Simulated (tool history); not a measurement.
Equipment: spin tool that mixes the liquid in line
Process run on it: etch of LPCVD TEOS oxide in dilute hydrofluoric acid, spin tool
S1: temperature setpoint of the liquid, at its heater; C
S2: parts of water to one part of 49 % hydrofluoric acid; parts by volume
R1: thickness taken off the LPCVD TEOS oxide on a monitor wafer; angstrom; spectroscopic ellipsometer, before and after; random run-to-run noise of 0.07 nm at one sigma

{"run": 1, "hour": 0.0, "S1": 25.0, "S2": 55, "time under the liquid (s)": 15, "R1": 42.05}
{"run": 2, "hour": 4.2, "S1": 25.0, "S2": 35, "time under the liquid (s)": 15, "R1": 67.873}
{"run": 3, "hour": 8.2, "S1": 25.0, "S2": 25, "time under the liquid (s)": 15, "R1": 96.969}
{"run": 4, "hour": 13.9, "S1": 22.0, "S2": 25, "time under the liquid (s)": 15, "R1": 84.185}
{"run": 5, "hour": 20.4, "S1": 21.0, "S2": 25, "time under the liquid (s)": 15, "R1": 81.205}
{"run": 6, "hour": 21.6, "S1": 23.5, "S2": 25, "time under the liquid (s)": 15, "R1": 89.066}
{"run": 7, "hour": 24.1, "S1": 22.0, "S2": 25, "time under the liquid (s)": 15, "R1": 84.831}
{"run": 8, "hour": 27.2, "S1": 21.0, "S2": 25, "time under the liquid (s)": 15, "R1": 82.737}
{"run": 9, "hour": 28.1, "S1": 20.0, "S2": 25, "time under the liquid (s)": 15, "R1": 77.132}
{"run": 10, "hour": 30.6, "S1": 19.5, "S2": 25, "time under the liquid (s)": 15, "R1": 76.488}

Predict the results of run 11:
{"run": 11, "hour": 38.6, "S1": 19.0, "S2": 25, "time under the liquid (s)": 15, "R1": "?"}

{"run 11": {"R1": 74.825}}
